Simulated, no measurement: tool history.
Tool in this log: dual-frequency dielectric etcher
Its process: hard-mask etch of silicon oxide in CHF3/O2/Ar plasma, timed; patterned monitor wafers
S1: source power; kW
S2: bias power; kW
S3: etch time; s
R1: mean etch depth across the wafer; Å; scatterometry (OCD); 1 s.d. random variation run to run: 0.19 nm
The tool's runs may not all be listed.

{"run": 1, "hour": 0.0, "S1": 0.64, "S2": 0.14, "S3": 14.0, "R1": 264.19}
{"run": 2, "hour": 7.8, "S1": 0.66, "S2": 0.141, "S3": 14.0, "R1": 267.4}
{"run": 3, "hour": 11.9, "S1": 0.66, "S2": 0.141, "S3": 14.0, "R1": 269.34}
{"run": 4, "hour": 14.8, "S1": 0.68, "S2": 0.142, "S3": 14.0, "R1": 272.64}
{"run": 5, "hour": 20.7, "S1": 0.68, "S2": 0.128, "S3": 14.0, "R1": 264.2}
{"run": 6, "hour": 26.8, "S1": 0.68, "S2": 0.14, "S3": 14.0, "R1": 269.26}
{"run": 7, "hour": 31.2, "S1": 0.7, "S2": 0.142, "S3": 14.0, "R1": 275.39}
{"run": 8, "hour": 38.8, "S1": 0.72, "S2": 0.143, "S3": 14.0, "R1": 274.54}
{"run": 9, "hour": 46.1, "S1": 0.74, "S2": 0.146, "S3": 14.0, "R1": 280.4}
{"run": 10, "hour": 50.2, "S1": 0.76, "S2": 0.147, "S3": 14.0, "R1": 285.82}

Run 11, settings as shown, results not yet in. Your forecast:
{"run": 11, "hour": 56.9, "S1": 0.77, "S2": 0.148, "S3": 14.0, "R1": "?"}

R1: 284.20 Å

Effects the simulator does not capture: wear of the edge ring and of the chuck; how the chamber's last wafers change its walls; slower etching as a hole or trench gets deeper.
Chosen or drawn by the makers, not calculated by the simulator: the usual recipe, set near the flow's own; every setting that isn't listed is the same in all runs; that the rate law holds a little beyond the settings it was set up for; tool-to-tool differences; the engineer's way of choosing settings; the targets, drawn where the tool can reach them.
